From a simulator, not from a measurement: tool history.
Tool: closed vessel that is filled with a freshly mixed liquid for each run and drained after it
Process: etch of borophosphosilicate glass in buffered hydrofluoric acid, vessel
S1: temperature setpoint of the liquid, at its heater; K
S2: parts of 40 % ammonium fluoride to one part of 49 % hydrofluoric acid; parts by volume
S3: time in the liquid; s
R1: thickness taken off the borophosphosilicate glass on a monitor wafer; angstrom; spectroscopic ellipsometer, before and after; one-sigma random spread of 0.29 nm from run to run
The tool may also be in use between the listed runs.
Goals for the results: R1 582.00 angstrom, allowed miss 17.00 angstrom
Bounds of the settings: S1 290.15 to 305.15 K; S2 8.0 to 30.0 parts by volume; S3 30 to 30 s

run,hour,S1,S2,S3,R1
1,0.0,298.15,21.5,30,232.12
2,6.5,301.65,21.5,30,277.91
3,8.0,301.65,17.5,30,330.93
4,9.6,302.65,15.5,30,395.22
5,17.9,303.15,14.5,30,435.22
6,21.2,303.65,14.0,30,464.45
7,22.4,304.15,13.5,30,491.96
8,27.8,305.15,10.0,30,693.53
9,31.7,302.65,10.0,30,615.05

Which of these 4 next moves meets every target?
A,35.6,305.15,12.0,30,?
B,35.6,302.65,9.0,30,?
C,35.6,300.65,8.5,30,?
D,35.6,304.15,9.5,30,?

move,R1
A,582.39
B,654.03
C,626.99
D,683.07
A: all results land within tolerance of their targets
B: the biggest miss grows against the last run
C: the biggest miss grows against the last run
D: the biggest miss grows against the last run
So the answer is move A, the one that meets all the targets.
